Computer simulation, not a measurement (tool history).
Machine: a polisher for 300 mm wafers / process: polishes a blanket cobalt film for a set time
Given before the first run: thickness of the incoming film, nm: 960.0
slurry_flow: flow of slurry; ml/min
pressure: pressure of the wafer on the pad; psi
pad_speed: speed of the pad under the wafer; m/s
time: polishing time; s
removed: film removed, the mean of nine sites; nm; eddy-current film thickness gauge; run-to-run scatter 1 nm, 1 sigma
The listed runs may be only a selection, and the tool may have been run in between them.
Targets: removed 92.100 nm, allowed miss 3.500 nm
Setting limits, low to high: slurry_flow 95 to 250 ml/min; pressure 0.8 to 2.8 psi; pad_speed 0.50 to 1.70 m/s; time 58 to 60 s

run,hour,slurry_flow,pressure,pad_speed,time,removed
1,0.0,160,1.8,1.10,58,278.610
2,7.6,155,1.6,0.96,58,217.530
3,11.1,150,1.4,0.86,58,173.130
4,14.3,145,1.3,0.80,58,151.070
5,16.8,140,1.2,0.76,58,130.420
6,22.1,140,1.2,0.94,58,158.810
7,29.3,135,1.1,0.88,58,136.320
8,32.3,130,1.0,0.84,58,118.060
9,36.2,125,1.0,0.84,58,117.630
10,37.3,120,0.8,0.68,58,75.732
11,44.3,135,0.8,0.68,58,79.710
12,45.1,140,0.8,0.68,58,80.729
# hour 50.0: slurry nozzle cleaned
13,50.0,145,0.8,0.68,58,82.002
14,53.9,175,1.0,0.68,58,106.460
15,56.4,165,1.0,0.68,58,106.370

Which single option among these 5 for the next run brings every result within its allowed miss of target? Just one does.
A,58.9,180,0.9,0.62,60,?
B,58.9,195,1.0,0.76,60,?
C,58.9,155,1.1,0.66,60,?
D,58.9,190,1.1,0.64,60,?
E,58.9,160,1.0,0.80,60,?

move,removed
A,91.221
B,123.590
C,114.660
D,114.480
E,126.450
A: every result within its allowed miss
B: lands further from the targets than the last run did
C: lands further from the targets than the last run did
D: lands further from the targets than the last run did
E: lands further from the targets than the last run did
So the answer is move A, the one that meets all the targets.

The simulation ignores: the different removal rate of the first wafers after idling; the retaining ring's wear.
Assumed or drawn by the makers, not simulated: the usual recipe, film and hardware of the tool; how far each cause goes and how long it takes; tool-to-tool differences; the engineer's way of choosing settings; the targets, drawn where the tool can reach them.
